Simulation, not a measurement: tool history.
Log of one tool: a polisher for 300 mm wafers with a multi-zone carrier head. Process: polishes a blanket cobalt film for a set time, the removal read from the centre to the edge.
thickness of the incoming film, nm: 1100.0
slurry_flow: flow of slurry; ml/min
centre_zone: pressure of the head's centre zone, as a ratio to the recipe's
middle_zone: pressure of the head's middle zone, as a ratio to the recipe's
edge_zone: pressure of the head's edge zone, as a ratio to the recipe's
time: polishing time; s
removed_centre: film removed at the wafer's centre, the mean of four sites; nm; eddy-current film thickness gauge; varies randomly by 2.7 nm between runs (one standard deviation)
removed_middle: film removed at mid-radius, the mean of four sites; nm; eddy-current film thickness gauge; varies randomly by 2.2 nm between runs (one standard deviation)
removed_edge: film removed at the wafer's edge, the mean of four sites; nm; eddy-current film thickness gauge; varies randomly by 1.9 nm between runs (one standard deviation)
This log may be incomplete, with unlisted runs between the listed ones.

Run 1, hour 0.0: slurry_flow 175 ml/min, centre_zone 1.00, middle_zone 1.00, edge_zone 1.00, time 59 s. Result: removed_centre 187.51 nm, removed_middle 180.85 nm, removed_edge 178.61 nm.
Run 2, hour 3.1: slurry_flow 175 ml/min, centre_zone 1.00, middle_zone 1.00, edge_zone 0.93, time 59 s. Result: removed_centre 188.38 nm, removed_middle 184.63 nm, removed_edge 170.84 nm.
Run 3, hour 4.5: slurry_flow 180 ml/min, centre_zone 0.99, middle_zone 1.01, edge_zone 0.96, time 60 s. Result: removed_centre 182.54 nm, removed_middle 187.71 nm, removed_edge 179.20 nm.
Run 4, hour 7.8: slurry_flow 185 ml/min, centre_zone 1.00, middle_zone 1.02, edge_zone 0.98, time 61 s. Result: removed_centre 187.08 nm, removed_middle 194.01 nm, removed_edge 182.02 nm.
Run 5, hour 12.0: slurry_flow 185 ml/min, centre_zone 0.92, middle_zone 1.02, edge_zone 0.98, time 61 s. Result: removed_centre 174.55 nm, removed_middle 194.48 nm, removed_edge 183.95 nm.
Run 6, hour 13.2: slurry_flow 190 ml/min, centre_zone 0.93, middle_zone 1.02, edge_zone 1.00, time 62 s. Result: removed_centre 183.14 nm, removed_middle 196.37 nm, removed_edge 188.99 nm.
Run 7, hour 19.9: slurry_flow 190 ml/min, centre_zone 0.93, middle_zone 1.03, edge_zone 1.02, time 63 s. Result: removed_centre 183.32 nm, removed_middle 201.98 nm, removed_edge 192.72 nm.
Run 8, hour 22.3: slurry_flow 195 ml/min, centre_zone 0.93, middle_zone 1.03, edge_zone 1.03, time 64 s. Result: removed_centre 190.21 nm, removed_middle 203.70 nm, removed_edge 196.69 nm.

Run 9, settings as shown, results not yet in. Your forecast:
Run 9, hour 24.9: slurry_flow 210 ml/min, centre_zone 0.88, middle_zone 1.08, edge_zone 1.13, time 76 s. Result: removed_centre ?, removed_middle ?, removed_edge ?.

Logged for run 9: removed_centre 216.35 nm, removed_middle 254.67 nm, removed_edge 248.58 nm.
